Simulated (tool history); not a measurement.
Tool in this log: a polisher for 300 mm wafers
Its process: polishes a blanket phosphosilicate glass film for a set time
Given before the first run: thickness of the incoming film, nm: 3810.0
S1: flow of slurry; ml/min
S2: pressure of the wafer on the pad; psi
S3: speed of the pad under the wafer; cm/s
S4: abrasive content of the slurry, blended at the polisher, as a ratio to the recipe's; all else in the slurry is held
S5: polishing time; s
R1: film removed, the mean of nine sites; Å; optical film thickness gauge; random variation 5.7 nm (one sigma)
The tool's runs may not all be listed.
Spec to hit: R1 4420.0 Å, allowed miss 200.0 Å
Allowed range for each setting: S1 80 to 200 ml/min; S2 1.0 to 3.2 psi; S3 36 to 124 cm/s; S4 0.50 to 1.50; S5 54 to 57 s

run  hour   S1   S2  S3    S4  S5      R1
  1   0.0  130  2.1  80  1.00  54  2735.4
  2   8.6  130  2.1  80  1.00  54  2673.4
  3   9.4  130  2.1  68  1.00  54  2353.3
  4  11.1  130  2.1  76  1.00  54  2575.9
  5  17.1  130  2.1  76  1.00  54  2592.6
  6  17.7  135  2.4  76  1.00  54  2994.5
  7  21.1  135  2.6  76  1.00  54  3227.5
  8  24.7  135  2.6  76  1.00  54  3148.3
  9  31.8  140  2.8  78  1.00  54  3574.3
 10  40.0  140  2.9  78  1.00  54  3683.7
 11  46.6  140  3.0  80  1.00  54  3883.8

Next run, 5 choices. One meets every target within its allowed miss, the rest don't. Which?
  A  53.2  155  2.7  72  1.05  55   ?
  B  53.2  155  3.0  76  1.10  56   ?
  C  53.2  135  3.2  68  1.10  57   ?
  D  53.2  135  3.2  82  1.05  56   ?
  E  53.2  155  2.9  78  1.00  54   ?

move      R1
   A  3332.5
   B  4006.7
   C  3877.0
   D  4336.9
   E  3661.1
A: moves away from the targets compared with the last run
B: gains on the last run, yet a result remains outside its allowed miss
C: neither nearer nor further off than the last run
D: meets every target
E: moves away from the targets compared with the last run
The right move is D.
